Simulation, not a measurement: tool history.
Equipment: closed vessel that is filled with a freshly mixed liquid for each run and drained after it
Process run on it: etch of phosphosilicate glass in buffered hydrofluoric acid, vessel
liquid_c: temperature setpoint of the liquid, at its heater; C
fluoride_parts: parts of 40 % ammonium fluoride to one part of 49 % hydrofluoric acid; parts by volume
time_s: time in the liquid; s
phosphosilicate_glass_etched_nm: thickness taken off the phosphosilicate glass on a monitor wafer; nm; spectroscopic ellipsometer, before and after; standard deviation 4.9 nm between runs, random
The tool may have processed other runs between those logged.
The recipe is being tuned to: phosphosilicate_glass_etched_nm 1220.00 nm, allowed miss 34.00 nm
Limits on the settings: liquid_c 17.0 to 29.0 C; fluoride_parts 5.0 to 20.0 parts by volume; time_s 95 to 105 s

run,hour,liquid_c,fluoride_parts,time_s,phosphosilicate_glass_etched_nm
1,0.0,21.0,12.0,95,477.39
2,7.6,19.5,12.0,95,436.03
3,9.8,21.0,12.0,95,477.09
4,18.4,24.5,12.0,95,572.58
5,25.0,22.5,12.0,95,514.30
6,32.5,24.0,10.5,95,634.75
7,34.3,25.5,9.5,95,743.58
8,41.4,26.5,8.5,95,874.33
9,46.8,27.0,8.0,95,952.16
10,52.8,27.5,7.5,95,1050.10
11,56.9,28.0,7.5,95,1073.50

Of the 4 settings listed for the next run, only one would bring every result within its allowed miss of target. Which one?
A,61.0,26.5,5.5,95,?
B,61.0,28.0,7.0,105,?
C,61.0,27.0,6.5,105,?
D,61.0,26.5,6.0,95,?

move,phosphosilicate_glass_etched_nm
A,1314.30
B,1279.20
C,1293.40
D,1221.00
A: takes the result that was furthest off past its target
B: takes the result that was furthest off past its target
C: takes the result that was furthest off past its target
D: in spec on every target
Correct choice: D, which meets every target
